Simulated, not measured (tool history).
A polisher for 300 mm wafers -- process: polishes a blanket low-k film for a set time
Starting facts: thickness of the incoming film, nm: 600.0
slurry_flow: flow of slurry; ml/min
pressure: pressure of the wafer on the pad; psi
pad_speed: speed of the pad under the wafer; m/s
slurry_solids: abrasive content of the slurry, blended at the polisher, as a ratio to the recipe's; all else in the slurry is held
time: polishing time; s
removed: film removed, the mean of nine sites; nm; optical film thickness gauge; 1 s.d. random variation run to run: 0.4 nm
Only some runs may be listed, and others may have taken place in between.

Run 1, hour 0: slurry_flow 135 ml/min, pressure 1.5 psi, pad_speed 1.06 m/s, slurry_solids 1, time 54 s. Result: removed 15.181 nm.
Run 2, hour 1.2: slurry_flow 135 ml/min, pressure 1.7 psi, pad_speed 1.08 m/s, slurry_solids 1, time 54 s. Result: removed 16.579 nm.
Run 3, hour 8: slurry_flow 135 ml/min, pressure 1.7 psi, pad_speed 1.08 m/s, slurry_solids 1.15, time 54 s. Result: removed 17.568 nm.
Run 4, hour 14.3: slurry_flow 155 ml/min, pressure 1.7 psi, pad_speed 1.08 m/s, slurry_solids 1.15, time 54 s. Result: removed 18.204 nm.
Run 5, hour 19.9: slurry_flow 155 ml/min, pressure 1.7 psi, pad_speed 1.08 m/s, slurry_solids 1, time 54 s. Result: removed 17.308 nm.
Run 6, hour 23.2: slurry_flow 155 ml/min, pressure 1.8 psi, pad_speed 1.14 m/s, slurry_solids 1, time 54 s. Result: removed 18.008 nm.
Run 7, hour 25.5: slurry_flow 155 ml/min, pressure 1.9 psi, pad_speed 1.24 m/s, slurry_solids 1.05, time 54 s. Result: removed 20.228 nm.
Run 8, hour 29: slurry_flow 155 ml/min, pressure 2 psi, pad_speed 1.3 m/s, slurry_solids 1.05, time 54 s. Result: removed 21.891 nm.
At hour 34: conditioning disc replaced and pad reconditioned.
Run 9, hour 34: slurry_flow 155 ml/min, pressure 2.1 psi, pad_speed 1.36 m/s, slurry_solids 1.05, time 54 s. Result: removed 33.039 nm.

What does the tool deliver on the next run?
Run 10, hour 36.8: slurry_flow 160 ml/min, pressure 2.1 psi, pad_speed 1.36 m/s, slurry_solids 1.05, time 54 s. Result: removed ?.

{"run 10": {"removed": 32.352}}

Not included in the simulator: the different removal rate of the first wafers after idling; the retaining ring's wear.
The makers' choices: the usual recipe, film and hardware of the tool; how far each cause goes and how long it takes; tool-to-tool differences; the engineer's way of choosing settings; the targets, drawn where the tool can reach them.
